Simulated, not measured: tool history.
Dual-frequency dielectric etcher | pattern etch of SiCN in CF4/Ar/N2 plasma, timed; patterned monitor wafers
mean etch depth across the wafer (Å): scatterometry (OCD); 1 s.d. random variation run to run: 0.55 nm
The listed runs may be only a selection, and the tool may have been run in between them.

run	hour	source power (kW)	bias power (kW)	Ar flow (sccm)	CF4 flow (sccm)	etch time (s)	mean etch depth across the wafer (Å)
1	0.0	0.520	0.089	93	60	192.5	2173.6
2	7.1	0.530	0.089	93	60	192.5	2218.3
3	12.6	0.540	0.089	93	60	192.5	2252.5
4	16.2	0.540	0.089	99	60	192.5	2222.6
5	20.5	0.540	0.095	99	60	192.5	2267.1
6	24.9	0.540	0.095	99	64	192.5	2306.7

Estimate the outcome of run 7 from the log above:
7	33.8	0.550	0.095	99	64	192.5	?

mean etch depth across the wafer (Å): 2341.0
